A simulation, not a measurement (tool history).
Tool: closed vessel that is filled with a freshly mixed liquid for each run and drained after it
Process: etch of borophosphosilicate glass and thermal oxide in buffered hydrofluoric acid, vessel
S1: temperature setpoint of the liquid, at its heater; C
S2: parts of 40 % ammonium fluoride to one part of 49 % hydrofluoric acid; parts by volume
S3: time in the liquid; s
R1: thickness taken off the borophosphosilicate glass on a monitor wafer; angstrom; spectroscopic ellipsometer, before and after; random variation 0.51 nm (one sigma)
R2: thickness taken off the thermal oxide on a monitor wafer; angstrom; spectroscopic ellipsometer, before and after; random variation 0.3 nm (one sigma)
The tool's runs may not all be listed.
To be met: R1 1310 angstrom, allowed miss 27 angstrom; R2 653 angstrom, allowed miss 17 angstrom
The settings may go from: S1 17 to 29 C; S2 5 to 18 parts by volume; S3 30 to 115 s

run 1 hour=0 | S1=21 S2=11 S3=60 | R1=1068.8 R2=534.38
run 2 hour=4.4 | S1=21.5 S2=11 S3=60 | R1=1097.9 R2=549.94
run 3 hour=9.4 | S1=22 S2=11 S3=60 | R1=1136.1 R2=567.34
run 4 hour=16.9 | S1=22 S2=11 S3=50 | R1=946.08 R2=473.22
run 5 hour=25.4 | S1=22.5 S2=11 S3=50 | R1=970.71 R2=486.84
run 6 hour=28.8 | S1=23 S2=11 S3=50 | R1=1007.2 R2=499.65
run 7 hour=31 | S1=23.5 S2=11 S3=50 | R1=1025.7 R2=514.71
run 8 hour=38.6 | S1=24 S2=11 S3=50 | R1=1051.8 R2=526.1
run 9 hour=45.6 | S1=24.5 S2=11 S3=50 | R1=1082.2 R2=536.3
run 10 hour=52.2 | S1=25 S2=11 S3=50 | R1=1109.7 R2=561.61
run 11 hour=60.5 | S1=25.5 S2=11 S3=50 | R1=1144.3 R2=572.42
run 12 hour=67.4 | S1=26 S2=11 S3=50 | R1=1176.3 R2=582.86
run 13 hour=70.3 | S1=27 S2=11 S3=50 | R1=1243.1 R2=622.23
run 14 hour=78.2 | S1=27.5 S2=11 S3=50 | R1=1266.5 R2=635.62

4 next moves are on the table. One of them brings every result within its allowed miss. Which?
run A hour=86.1 | S1=25.5 S2=9 S3=45 | R1=? R2=?
run B hour=86.1 | S1=29 S2=15 S3=60 | R1=? R2=?
run C hour=86.1 | S1=27.5 S2=9.5 S3=45 | R1=? R2=?
run D hour=86.1 | S1=27 S2=9.5 S3=45 | R1=? R2=?

move=A R1=1211.4 R2=605.6
move=B R1=1220.6 R2=613.17
move=C R1=1301.5 R2=651.66
move=D R1=1267.5 R2=634.5
A: further off than the last run
B: further off than the last run
C: meets every target
D: as far off as the last run
Move C is the one to make.
